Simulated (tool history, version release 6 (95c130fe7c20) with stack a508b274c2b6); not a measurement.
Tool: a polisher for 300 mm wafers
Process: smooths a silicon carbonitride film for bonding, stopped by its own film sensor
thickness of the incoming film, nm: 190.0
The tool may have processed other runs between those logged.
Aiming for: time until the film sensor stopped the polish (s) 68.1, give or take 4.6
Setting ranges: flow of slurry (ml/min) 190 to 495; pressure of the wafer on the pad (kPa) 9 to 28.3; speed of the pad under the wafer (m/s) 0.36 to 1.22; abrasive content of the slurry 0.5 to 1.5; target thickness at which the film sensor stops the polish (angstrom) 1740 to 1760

run,hour,flow of slurry (ml/min),pressure of the wafer on the pad (kPa),speed of the pad under the wafer (m/s),abrasive content of the slurry,target thickness at which the film sensor stops the polish (angstrom),time until the film sensor stopped the polish (s)
1,0,320,18.6,0.78,1,1740,53.251
2,5.6,320,18.6,0.58,1,1740,58.863
3,9.5,320,17.9,0.58,1,1740,60.339
4,11.7,320,17.9,0.58,1,1760,55.075
5,16,320,17.2,0.56,1,1760,55.403
6,17.4,320,16.5,0.54,1,1760,59.46
# hour 23: slurry nozzle cleaned
7,23,320,15.9,0.54,1,1760,57.687
8,27.5,320,15.9,0.5,1,1760,59.158
9,34.6,320,15.2,0.48,1,1760,64.024

Pick the move, out of 4, that brings all results within their allowed miss; only one does.
A,41.7,300,15.9,0.36,1.15,1750,?
B,41.7,370,15.2,0.54,0.9,1760,?
C,41.7,285,18.6,0.7,0.7,1750,?
D,41.7,350,20,0.5,1.05,1740,?

move,time until the film sensor stopped the polish (s)
A,69.999
B,62.346
C,58.265
D,55.955
A: each result inside its tolerance
B: further off than the last run
C: further off than the last run
D: further off than the last run
So the answer is move A, the one that meets all the targets.
